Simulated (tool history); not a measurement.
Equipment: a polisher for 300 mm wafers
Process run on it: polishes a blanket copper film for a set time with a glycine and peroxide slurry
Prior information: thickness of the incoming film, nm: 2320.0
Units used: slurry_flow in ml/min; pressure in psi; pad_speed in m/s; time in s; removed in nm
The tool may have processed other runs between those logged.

| run | hour | slurry_flow | pressure | pad_speed | time | removed |
|---|---|---|---|---|---|---|
| 1 | 0 | 220 | 2.6 | 1.1 | 56 | 274.75 |
| 2 | 6 | 220 | 2.6 | 0.98 | 56 | 250.65 |
| 3 | 11.2 | 220 | 2.6 | 0.78 | 56 | 212.37 |
| 4 | 15.2 | 220 | 2.6 | 0.78 | 50 | 188.12 |
| 5 | 18.8 | 225 | 3.1 | 0.94 | 50 | 251.81 |
| 6 | 27.7 | 225 | 3.1 | 1.14 | 50 | 295.25 |
| 7 | 30.9 | 225 | 3.4 | 1.22 | 50 | 340.84 |
| 8 | 36.3 | 225 | 3.6 | 1.28 | 50 | 371.87 |
| 9 | 37.8 | 230 | 3.7 | 1.32 | 50 | 394.49 |
| 10 | 41.8 | 230 | 3.8 | 1.36 | 50 | 415.5 |
| 11 | 50.2 | 230 | 3.9 | 1.38 | 50 | 428.6 |
| 12 | 55.3 | 230 | 3.9 | 1.4 | 50 | 435.39 |

Run 13 comes next. What will it give?
| 13 | 58.9 | 230 | 3.9 | 1.42 | 50 | ? |

Run 13 came out at removed 436.27 nm.

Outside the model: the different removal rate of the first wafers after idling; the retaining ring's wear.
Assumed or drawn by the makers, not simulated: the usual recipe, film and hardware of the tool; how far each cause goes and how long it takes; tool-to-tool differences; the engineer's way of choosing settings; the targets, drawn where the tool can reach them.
